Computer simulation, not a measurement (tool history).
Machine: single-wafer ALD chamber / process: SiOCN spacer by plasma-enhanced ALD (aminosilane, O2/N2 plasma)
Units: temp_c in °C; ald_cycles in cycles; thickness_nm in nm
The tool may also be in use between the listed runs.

run	day	temp_c	ald_cycles	thickness_nm
1	0	375	53	3.4264
2	0.321	368	53	3.429
3	0.562	368	51	3.2991
4	0.646	368	57	3.6915
5	0.712	368	55	3.5381
6	0.908	372	55	3.5526

What will run 7 give?
7	0.996	372	53	?

{"run 7": {"thickness_nm": 3.4203}}
